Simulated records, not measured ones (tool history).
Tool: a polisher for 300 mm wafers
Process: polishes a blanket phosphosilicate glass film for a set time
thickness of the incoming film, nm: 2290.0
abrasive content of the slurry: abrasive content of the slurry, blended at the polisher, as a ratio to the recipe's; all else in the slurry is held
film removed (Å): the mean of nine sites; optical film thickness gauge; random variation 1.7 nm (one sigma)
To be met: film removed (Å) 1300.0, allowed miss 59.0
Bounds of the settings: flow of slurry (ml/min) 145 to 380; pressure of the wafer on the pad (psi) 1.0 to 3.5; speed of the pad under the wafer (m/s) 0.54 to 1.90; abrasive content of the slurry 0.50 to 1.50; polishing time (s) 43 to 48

run,hour,flow of slurry (ml/min),pressure of the wafer on the pad (psi),speed of the pad under the wafer (m/s),abrasive content of the slurry,polishing time (s),film removed (Å)
1,0.0,245,2.2,1.22,1.00,48,2945.3
2,3.8,245,2.2,1.50,1.00,48,3503.7
3,11.5,185,2.2,1.50,1.00,48,3364.6
4,14.0,185,2.2,1.50,1.00,43,3017.1
5,15.1,185,2.2,1.50,0.90,43,2961.2
6,18.3,180,2.0,1.42,0.90,43,2461.5
7,26.7,180,1.8,1.40,0.90,43,2283.0
8,31.2,175,1.6,1.34,0.90,43,1904.1
9,35.4,170,1.0,1.28,0.90,43,1195.7
10,39.7,170,1.0,1.28,0.90,43,1169.3

Which of these 5 next moves meets every target?
A,44.0,145,1.1,1.40,0.65,43,?
B,44.0,145,1.7,0.90,0.50,43,?
C,44.0,200,1.0,1.26,0.70,43,?
D,44.0,145,1.1,1.58,0.75,45,?
E,44.0,190,1.2,1.00,0.85,48,?

move,film removed (Å)
A,1160.3
B,1064.8
C,1050.2
D,1440.9
E,1267.9
A: further off than the last run
B: further off than the last run
C: further off than the last run
D: takes the result that was furthest off past its target
E: meets every target
The right move is E.

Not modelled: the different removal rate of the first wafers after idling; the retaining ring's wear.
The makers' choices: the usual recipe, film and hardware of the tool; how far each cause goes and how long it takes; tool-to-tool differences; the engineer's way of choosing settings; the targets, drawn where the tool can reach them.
